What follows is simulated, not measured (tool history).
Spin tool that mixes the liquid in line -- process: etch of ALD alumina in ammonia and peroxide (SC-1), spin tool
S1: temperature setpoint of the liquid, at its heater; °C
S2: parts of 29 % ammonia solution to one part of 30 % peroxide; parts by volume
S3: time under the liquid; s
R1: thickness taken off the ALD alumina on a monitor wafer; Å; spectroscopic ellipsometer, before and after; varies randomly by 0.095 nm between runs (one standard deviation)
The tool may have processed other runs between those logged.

run,hour,S1,S2,S3,R1
1,0,60,0.5,145,157.56
2,8.5,60,0.35,145,156.55
3,14.5,58,0.35,145,136.62
4,21,58,0.35,145,137.78
5,28,65,0.35,145,196.95
6,35,65,0.35,155,211.74
7,38.5,62,0.35,155,180.15

What will run 8 give?
8,39.7,59.5,0.35,155,?

{"run 8": {"R1": 158.11}}

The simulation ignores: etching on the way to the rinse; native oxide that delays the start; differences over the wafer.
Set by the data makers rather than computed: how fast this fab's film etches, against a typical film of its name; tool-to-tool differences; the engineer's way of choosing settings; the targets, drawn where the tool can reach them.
